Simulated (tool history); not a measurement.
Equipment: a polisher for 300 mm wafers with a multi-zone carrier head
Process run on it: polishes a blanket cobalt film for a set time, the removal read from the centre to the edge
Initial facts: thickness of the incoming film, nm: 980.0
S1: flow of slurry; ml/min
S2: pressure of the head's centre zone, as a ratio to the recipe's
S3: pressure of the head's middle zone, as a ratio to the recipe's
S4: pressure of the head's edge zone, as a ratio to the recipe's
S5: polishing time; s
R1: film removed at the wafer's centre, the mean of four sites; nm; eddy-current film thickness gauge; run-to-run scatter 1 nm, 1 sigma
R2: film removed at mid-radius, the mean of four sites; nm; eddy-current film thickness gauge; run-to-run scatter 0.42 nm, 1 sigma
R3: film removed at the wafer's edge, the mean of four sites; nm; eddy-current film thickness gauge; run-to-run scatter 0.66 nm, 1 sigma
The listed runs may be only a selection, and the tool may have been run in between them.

run	day	S1	S2	S3	S4	S5	R1	R2	R3
1	0.000	165	1.00	1.00	1.00	33	113.340	114.020	116.970
2	0.104	165	1.00	0.96	1.00	33	110.750	108.760	114.250
3	0.354	165	1.04	0.96	1.00	33	115.930	109.330	114.490
4	0.488	160	1.05	0.94	1.00	31	108.500	101.500	106.500
5	0.579	160	1.05	0.94	1.00	24	84.361	77.146	84.610
6	0.925	160	1.05	0.94	1.00	29	103.820	93.838	100.830
7	1.012	155	1.05	0.93	0.99	28	97.479	89.295	97.867

Run 8 has not been measured yet. What should we expect?
8	1.067	155	1.06	0.92	0.99	27	?	?	?

R1: 93.739 nm
R2: 86.463 nm
R3: 92.349 nm

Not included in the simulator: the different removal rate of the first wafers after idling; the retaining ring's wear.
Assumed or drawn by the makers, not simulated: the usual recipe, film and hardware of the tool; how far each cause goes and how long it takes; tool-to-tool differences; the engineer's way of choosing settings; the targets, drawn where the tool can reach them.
